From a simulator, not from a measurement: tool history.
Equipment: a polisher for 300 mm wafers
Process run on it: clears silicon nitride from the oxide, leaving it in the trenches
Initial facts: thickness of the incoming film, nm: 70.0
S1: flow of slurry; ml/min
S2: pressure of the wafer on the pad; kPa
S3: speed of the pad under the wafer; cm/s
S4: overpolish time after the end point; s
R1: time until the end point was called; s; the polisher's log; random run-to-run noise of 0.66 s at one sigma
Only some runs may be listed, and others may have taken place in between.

Run 1, day 0.000: S1 165 ml/min, S2 20.7 kPa, S3 102 cm/s, S4 5 s. Result: R1 63.934 s.
Run 2, day 0.212: S1 165 ml/min, S2 25.5 kPa, S3 102 cm/s, S4 5 s. Result: R1 51.567 s.
Run 3, day 0.500: S1 160 ml/min, S2 22.8 kPa, S3 102 cm/s, S4 5 s. Result: R1 58.535 s.
Run 4, day 0.604: S1 160 ml/min, S2 21.4 kPa, S3 102 cm/s, S4 5 s. Result: R1 61.534 s.
Run 5, day 0.800: S1 195 ml/min, S2 21.4 kPa, S3 102 cm/s, S4 5 s. Result: R1 60.506 s.
Run 6, day 1.071: S1 195 ml/min, S2 25.5 kPa, S3 102 cm/s, S4 5 s. Result: R1 50.178 s.
Run 7, day 1.238: S1 195 ml/min, S2 25.5 kPa, S3 102 cm/s, S4 5 s. Result: R1 50.161 s.

Run 8 has not been measured yet. What should we expect?
Run 8, day 1.379: S1 155 ml/min, S2 20.0 kPa, S3 100 cm/s, S4 5 s. Result: R1 ?.

Run 8 gave R1 67.529 s.
